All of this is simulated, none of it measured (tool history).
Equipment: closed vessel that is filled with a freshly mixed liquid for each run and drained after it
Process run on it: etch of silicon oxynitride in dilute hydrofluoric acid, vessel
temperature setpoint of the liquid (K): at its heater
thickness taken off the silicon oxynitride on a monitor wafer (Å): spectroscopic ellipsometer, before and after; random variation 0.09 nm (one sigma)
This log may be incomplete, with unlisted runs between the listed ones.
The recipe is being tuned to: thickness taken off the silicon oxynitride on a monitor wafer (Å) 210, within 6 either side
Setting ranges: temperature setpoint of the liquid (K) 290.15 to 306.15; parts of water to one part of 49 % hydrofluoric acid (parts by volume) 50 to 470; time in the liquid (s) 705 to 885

run  hour  temperature setpoint of the liquid (K)  parts of water to one part of 49 % hydrofluoric acid (parts by volume)  time in the liquid (s)  thickness taken off the silicon oxynitride on a monitor wafer (Å)
  1     0                                  298.15                                                                     260                     885                                                             72.066
  2     5                                  295.15                                                                     260                     885                                                             62.882
  3   8.6                                  295.15                                                                     260                     885                                                             63.093
  4  16.9                                  295.15                                                                     210                     885                                                             81.198
  5  21.2                                  296.65                                                                     210                     885                                                             86.768
  6  25.2                                  294.15                                                                     210                     885                                                             77.691
  7  29.9                                  296.65                                                                     190                     885                                                             97.044
  8  31.4                                  298.65                                                                     175                     885                                                             115.73
  9  38.6                                  300.15                                                                     165                     885                                                             131.75
 10  46.6                                  301.15                                                                     160                     885                                                             144.32
 11  54.9                                  302.15                                                                     155                     885                                                             154.55
 12  59.3                                  303.15                                                                     150                     885                                                             169.56
 13  63.2                                  303.65                                                                     150                     885                                                             173.07
 14  70.7                                  303.65                                                                     150                     885                                                             173.31
 15  71.4                                  304.15                                                                     150                     885                                                             177.18
 16  75.3                                  304.15                                                                     150                     885                                                             175.66
 17  78.2                                  304.65                                                                     145                     885                                                             188.61
 18  78.9                                  305.15                                                                     145                     885                                                             192.27
 19  80.9                                  305.65                                                                     140                     885                                                             203.65

Next run, 5 choices. One meets every target within its allowed miss, the rest don't. Which?
  A  82.9                                  306.15                                                                     150                     885                                                                  ?
  B  82.9                                  305.65                                                                     145                     885                                                                  ?
  C  82.9                                  306.15                                                                     145                     885                                                                  ?
  D  82.9                                  306.15                                                                     140                     885                                                                  ?
  E  82.9                                  303.15                                                                     135                     885                                                                  ?

move  thickness taken off the silicon oxynitride on a monitor wafer (Å)
   A                                                             192.46
   B                                                             195.96
   C                                                             200.14
   D                                                             208.39
   E                                                             190.91
A: further off than the last run
B: further off than the last run
C: further off than the last run
D: hits every target within its allowed miss
E: further off than the last run
Answer: D
